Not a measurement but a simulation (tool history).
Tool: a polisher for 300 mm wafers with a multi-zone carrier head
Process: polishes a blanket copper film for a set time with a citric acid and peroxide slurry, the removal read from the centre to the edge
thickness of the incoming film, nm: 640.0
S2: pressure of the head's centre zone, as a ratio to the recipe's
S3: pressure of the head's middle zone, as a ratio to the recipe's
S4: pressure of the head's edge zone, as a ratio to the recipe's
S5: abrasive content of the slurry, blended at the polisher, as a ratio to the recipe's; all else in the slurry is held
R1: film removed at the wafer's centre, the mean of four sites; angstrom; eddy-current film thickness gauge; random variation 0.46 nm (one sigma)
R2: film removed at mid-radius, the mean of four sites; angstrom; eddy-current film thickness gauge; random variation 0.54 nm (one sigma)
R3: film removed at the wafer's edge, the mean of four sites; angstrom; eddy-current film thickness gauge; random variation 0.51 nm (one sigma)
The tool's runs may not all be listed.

Run 1, hour 0: flow of slurry (ml/min) 155, S2 1, S3 1, S4 1, S5 1, polishing time (s) 53. Result: R1 497.24 angstrom, R2 492.57 angstrom, R3 490.45 angstrom.
Run 2, hour 1.9: flow of slurry (ml/min) 170, S2 1, S3 1, S4 1, S5 1, polishing time (s) 53. Result: R1 502.44 angstrom, R2 507.59 angstrom, R3 489.29 angstrom.
Run 3, hour 7.6: flow of slurry (ml/min) 170, S2 1, S3 1, S4 1.05, S5 1, polishing time (s) 53. Result: R1 504.34 angstrom, R2 506.79 angstrom, R3 500.32 angstrom.
Run 4, hour 14.3: flow of slurry (ml/min) 175, S2 1, S3 1.02, S4 1.07, S5 1.05, polishing time (s) 53. Result: R1 511.11 angstrom, R2 515.92 angstrom, R3 517.86 angstrom.
Run 5, hour 22.3: flow of slurry (ml/min) 185, S2 1, S3 1.05, S4 1.07, S5 1.05, polishing time (s) 53. Result: R1 510.43 angstrom, R2 522.05 angstrom, R3 514.52 angstrom.
Run 6, hour 26.4: flow of slurry (ml/min) 195, S2 1, S3 1.08, S4 1.06, S5 1.1, polishing time (s) 53. Result: R1 520.95 angstrom, R2 542.19 angstrom, R3 527.87 angstrom.
Run 7, hour 34.2: flow of slurry (ml/min) 235, S2 1.02, S3 1.18, S4 1.06, S5 1.2, polishing time (s) 53. Result: R1 552.73 angstrom, R2 600.34 angstrom, R3 550.81 angstrom.
Run 8, hour 39: flow of slurry (ml/min) 235, S2 1.01, S3 1.19, S4 1.05, S5 1.25, polishing time (s) 53. Result: R1 550.15 angstrom, R2 614.77 angstrom, R3 542.93 angstrom.

The next listed run, before its measurement:
Run 9, hour 42.5: flow of slurry (ml/min) 235, S2 1.01, S3 1.19, S4 1.06, S5 1.25, polishing time (s) 53. Result: R1 ?, R2 ?, R3 ?.

{"run 9": {"R1": 550.34, "R2": 615.04, "R3": 544.35}}
